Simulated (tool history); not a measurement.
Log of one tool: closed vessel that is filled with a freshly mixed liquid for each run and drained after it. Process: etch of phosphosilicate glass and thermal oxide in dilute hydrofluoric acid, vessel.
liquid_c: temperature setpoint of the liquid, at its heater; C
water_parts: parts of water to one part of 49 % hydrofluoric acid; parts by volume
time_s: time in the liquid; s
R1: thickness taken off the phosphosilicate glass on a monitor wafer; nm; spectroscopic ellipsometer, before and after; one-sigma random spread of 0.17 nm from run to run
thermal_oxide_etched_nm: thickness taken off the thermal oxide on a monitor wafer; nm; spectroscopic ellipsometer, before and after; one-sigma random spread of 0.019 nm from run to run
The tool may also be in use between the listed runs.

run 1 hour=0.0 | liquid_c=24.0 water_parts=85 time_s=60 | R1=42.143 thermal_oxide_etched_nm=3.2495
run 2 hour=8.7 | liquid_c=23.0 water_parts=90 time_s=60 | R1=38.005 thermal_oxide_etched_nm=2.9470
run 3 hour=16.2 | liquid_c=23.0 water_parts=70 time_s=60 | R1=49.514 thermal_oxide_etched_nm=3.9670
run 4 hour=22.4 | liquid_c=25.5 water_parts=70 time_s=60 | R1=54.880 thermal_oxide_etched_nm=4.3122
run 5 hour=25.6 | liquid_c=27.5 water_parts=70 time_s=60 | R1=59.743 thermal_oxide_etched_nm=4.6279
run 6 hour=30.6 | liquid_c=25.0 water_parts=70 time_s=60 | R1=53.697 thermal_oxide_etched_nm=4.1794
run 7 hour=33.4 | liquid_c=23.5 water_parts=80 time_s=60 | R1=43.528 thermal_oxide_etched_nm=3.4964
run 8 hour=40.1 | liquid_c=23.0 water_parts=90 time_s=60 | R1=37.315 thermal_oxide_etched_nm=2.9908
run 9 hour=41.5 | liquid_c=22.5 water_parts=95 time_s=60 | R1=34.940 thermal_oxide_etched_nm=2.7171

Run 10 comes next. What will it give?
run 10 hour=44.8 | liquid_c=21.5 water_parts=100 time_s=60 | R1=? thermal_oxide_etched_nm=?

For run 10 the tool returned R1 31.339 nm, thermal_oxide_etched_nm 2.4693 nm.
